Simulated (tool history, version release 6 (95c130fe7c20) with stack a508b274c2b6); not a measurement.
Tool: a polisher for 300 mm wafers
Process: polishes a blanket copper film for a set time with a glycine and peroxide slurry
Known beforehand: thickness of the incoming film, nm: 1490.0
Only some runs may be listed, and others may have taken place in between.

run,day,flow of slurry (ml/min),pressure of the wafer on the pad (kPa),speed of the pad under the wafer (m/s),polishing time (s),film removed (angstrom)
1,0,235,20,1.3,84,4771.5
2,0.246,235,20,1.3,88,5014.9
3,0.521,235,21.4,1.3,88,5226
4,0.883,235,22.8,1.32,88,5602.4
5,1.158,235,23.4,1.32,88,5714
6,1.325,235,24.1,1.32,88,5767.7

For run 7, what comes out?
7,1.6,235,24.8,1.34,88,?

{"run 7": {"film removed (angstrom)": 6236.2}}
